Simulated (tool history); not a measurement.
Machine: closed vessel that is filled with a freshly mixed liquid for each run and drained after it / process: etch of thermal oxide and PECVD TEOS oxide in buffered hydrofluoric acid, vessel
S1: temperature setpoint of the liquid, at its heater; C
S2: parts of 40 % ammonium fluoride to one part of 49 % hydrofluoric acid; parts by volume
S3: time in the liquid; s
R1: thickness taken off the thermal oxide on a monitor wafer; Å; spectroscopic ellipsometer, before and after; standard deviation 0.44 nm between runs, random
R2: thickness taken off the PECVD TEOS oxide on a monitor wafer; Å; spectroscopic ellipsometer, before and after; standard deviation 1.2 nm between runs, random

Run 1, hour 0.0: S1 25.0 C, S2 11.5 parts by volume, S3 60 s. Result: R1 646.96 Å, R2 1744.8 Å.
Run 2, hour 8.3: S1 25.0 C, S2 11.5 parts by volume, S3 85 s. Result: R1 926.28 Å, R2 2475.9 Å.
Run 3, hour 8.9: S1 25.0 C, S2 11.5 parts by volume, S3 95 s. Result: R1 1038.50 Å, R2 2758.3 Å.
Run 4, hour 15.8: S1 25.0 C, S2 11.5 parts by volume, S3 110 s. Result: R1 1197.40 Å, R2 3171.1 Å.
Run 5, hour 24.7: S1 23.5 C, S2 11.5 parts by volume, S3 110 s. Result: R1 1105.30 Å, R2 2988.6 Å.
Run 6, hour 26.7: S1 22.5 C, S2 12.5 parts by volume, S3 110 s. Result: R1 959.58 Å, R2 2605.6 Å.
Run 7, hour 28.0: S1 21.5 C, S2 13.0 parts by volume, S3 110 s. Result: R1 878.34 Å, R2 2389.9 Å.
Run 8, hour 30.5: S1 21.0 C, S2 13.5 parts by volume, S3 110 s. Result: R1 821.34 Å, R2 2206.9 Å.
Run 9, hour 36.9: S1 20.5 C, S2 14.0 parts by volume, S3 110 s. Result: R1 759.18 Å, R2 2104.0 Å.

Forecast run 10:
Run 10, hour 38.6: S1 20.0 C, S2 14.5 parts by volume, S3 110 s. Result: R1 ?, R2 ?.

{"run 10": {"R1": 723.59, "R2": 1953.1}}

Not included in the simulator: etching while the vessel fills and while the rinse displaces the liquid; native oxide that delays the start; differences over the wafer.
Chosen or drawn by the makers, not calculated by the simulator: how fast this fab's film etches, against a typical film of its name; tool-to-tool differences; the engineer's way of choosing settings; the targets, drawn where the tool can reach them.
